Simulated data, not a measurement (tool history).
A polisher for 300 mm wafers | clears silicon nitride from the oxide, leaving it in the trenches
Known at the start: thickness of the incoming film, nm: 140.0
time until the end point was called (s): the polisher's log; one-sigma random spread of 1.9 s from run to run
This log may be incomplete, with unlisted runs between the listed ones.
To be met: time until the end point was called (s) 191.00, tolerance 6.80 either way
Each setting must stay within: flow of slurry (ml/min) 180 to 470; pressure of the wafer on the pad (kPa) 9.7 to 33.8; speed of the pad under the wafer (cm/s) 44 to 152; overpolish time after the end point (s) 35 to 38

run,hour,flow of slurry (ml/min),pressure of the wafer on the pad (kPa),speed of the pad under the wafer (cm/s),overpolish time after the end point (s),time until the end point was called (s)
1,0.0,300,21.4,98,35,165.86
2,1.4,300,20.7,98,35,168.04
3,9.8,265,20.7,98,35,166.22
4,15.0,265,20.7,122,35,136.82
5,16.9,265,20.7,144,35,116.97
6,24.4,265,17.2,144,35,136.67
7,26.7,265,15.2,144,35,157.29
8,32.6,265,13.8,144,35,171.66
# hour 35.0: worn pad replaced by a new one
9,35.0,265,13.1,144,35,168.07
10,36.6,265,12.4,144,35,174.37

Which single option among these 4 for the next run brings every result within its allowed miss of target? Just one does.
A,38.2,285,11.0,146,35,?
B,38.2,230,15.2,132,35,?
C,38.2,270,13.1,148,37,?
D,38.2,310,13.1,142,38,?

move,time until the end point was called (s)
A,196.62
B,162.48
C,165.41
D,170.80
A: every result within its allowed miss
B: misses by more than the last run did
C: misses by more than the last run did
D: misses by more than the last run did
Go with A: it meets all targets.

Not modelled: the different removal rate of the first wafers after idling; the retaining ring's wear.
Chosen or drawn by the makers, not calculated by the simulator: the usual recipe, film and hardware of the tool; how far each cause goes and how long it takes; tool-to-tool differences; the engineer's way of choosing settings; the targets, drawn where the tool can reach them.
